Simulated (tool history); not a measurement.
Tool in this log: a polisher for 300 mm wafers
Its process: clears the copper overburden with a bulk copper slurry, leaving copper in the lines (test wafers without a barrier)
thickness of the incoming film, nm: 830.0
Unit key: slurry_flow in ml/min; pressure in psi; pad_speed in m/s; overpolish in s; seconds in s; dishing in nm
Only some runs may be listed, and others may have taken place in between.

{"run": 1, "hour": 0.0, "slurry_flow": 305, "pressure": 2.3, "pad_speed": 0.96, "slurry_solids": 1.0, "overpolish": 10, "seconds": 106.32, "dishing": 44.756}
{"run": 2, "hour": 3.2, "slurry_flow": 305, "pressure": 2.2, "pad_speed": 0.96, "slurry_solids": 1.0, "overpolish": 9, "seconds": 111.14, "dishing": 39.144}
{"run": 3, "hour": 8.5, "slurry_flow": 305, "pressure": 2.1, "pad_speed": 0.96, "slurry_solids": 1.0, "overpolish": 8, "seconds": 118.34, "dishing": 34.088}
{"run": 4, "hour": 9.1, "slurry_flow": 305, "pressure": 2.0, "pad_speed": 0.98, "slurry_solids": 1.0, "overpolish": 7, "seconds": 119.28, "dishing": 29.61}
{"run": 5, "hour": 13.6, "slurry_flow": 330, "pressure": 2.0, "pad_speed": 0.98, "slurry_solids": 1.0, "overpolish": 7, "seconds": 116.07, "dishing": 29.757}
{"run": 6, "hour": 15.2, "slurry_flow": 330, "pressure": 2.0, "pad_speed": 0.98, "slurry_solids": 0.9, "overpolish": 7, "seconds": 117.95, "dishing": 29.319}
{"run": 7, "hour": 23.3, "slurry_flow": 345, "pressure": 1.9, "pad_speed": 1.0, "slurry_solids": 0.85, "overpolish": 7, "seconds": 124.02, "dishing": 28.524}
{"run": 8, "hour": 29.1, "slurry_flow": 360, "pressure": 1.8, "pad_speed": 1.0, "slurry_solids": 0.9, "overpolish": 7, "seconds": 127.52, "dishing": 26.899}
{"run": 9, "hour": 33.4, "slurry_flow": 370, "pressure": 1.7, "pad_speed": 1.0, "slurry_solids": 0.95, "overpolish": 7, "seconds": 138.08, "dishing": 26.318}
{"run": 10, "hour": 34.4, "slurry_flow": 350, "pressure": 1.7, "pad_speed": 1.0, "slurry_solids": 0.9, "overpolish": 7, "seconds": 137.85, "dishing": 25.96}
{"run": 11, "hour": 41.9, "slurry_flow": 365, "pressure": 1.6, "pad_speed": 1.0, "slurry_solids": 0.85, "overpolish": 7, "seconds": 143.92, "dishing": 24.733}

What does the tool deliver on the next run?
{"run": 12, "hour": 46.3, "slurry_flow": 450, "pressure": 1.0, "pad_speed": 1.12, "slurry_solids": 0.6, "overpolish": 3, "seconds": "?", "dishing": "?"}

{"run 12": {"seconds": 213.07, "dishing": 7.8031}}

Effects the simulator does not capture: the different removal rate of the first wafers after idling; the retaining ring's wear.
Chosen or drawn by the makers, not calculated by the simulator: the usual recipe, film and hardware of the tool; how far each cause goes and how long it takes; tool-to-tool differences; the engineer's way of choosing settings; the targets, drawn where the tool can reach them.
